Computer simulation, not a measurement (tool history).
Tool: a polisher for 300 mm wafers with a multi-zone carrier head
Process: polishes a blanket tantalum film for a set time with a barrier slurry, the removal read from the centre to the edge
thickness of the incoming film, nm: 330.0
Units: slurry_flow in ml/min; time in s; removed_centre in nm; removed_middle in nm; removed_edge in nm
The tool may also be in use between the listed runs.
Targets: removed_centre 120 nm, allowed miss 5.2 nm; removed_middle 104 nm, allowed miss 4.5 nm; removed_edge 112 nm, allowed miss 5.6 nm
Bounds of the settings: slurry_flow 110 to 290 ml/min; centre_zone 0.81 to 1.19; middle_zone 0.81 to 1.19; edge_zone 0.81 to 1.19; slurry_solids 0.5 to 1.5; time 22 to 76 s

run	hour	slurry_flow	centre_zone	middle_zone	edge_zone	slurry_solids	time	removed_centre	removed_middle	removed_edge
1	0	185	1	1	1	1	49	80.537	79.084	77.998
2	1.3	190	1.03	0.99	1.04	1.15	51	86.657	85.814	85.127
3	4.4	190	1.03	0.99	1.04	1.3	51	91.423	85.779	91.987
4	8.9	200	1.06	1	1.04	1.35	53	99.749	92.859	94.676
5	12.2	200	1.06	1	1.11	1.35	53	98.496	96.354	98.282
6	16.9	205	1.09	0.98	1.12	1.4	54	103.71	96.718	102.89
7	24.4	210	1.12	0.98	1.13	1.45	55	113.16	98.405	105.34
8	27.4	215	1.12	0.98	1.14	1.45	55	111.95	99.71	104.15
9	32.1	215	1.12	0.97	1.14	1.45	56	114.81	98.927	106.13

Which of these 4 next moves meets every target?
A	36.8	220	1.13	1.12	1.1	1.4	52	?	?	?
B	36.8	275	1.1	0.93	1.12	1.35	59	?	?	?
C	36.8	210	1.11	0.95	1.13	1.45	53	?	?	?
D	36.8	240	1.1	0.84	1.19	1.2	59	?	?	?

move	removed_centre	removed_middle	removed_edge
A	106.8	101.43	97.832
B	119.9	102.08	113.27
C	107	91.915	101.61
D	114.74	91.169	112.43
A: brings the result that was furthest off to its target, and leaves another outside
B: meets every target
C: further off than the last run
D: further off than the last run
Answer: B
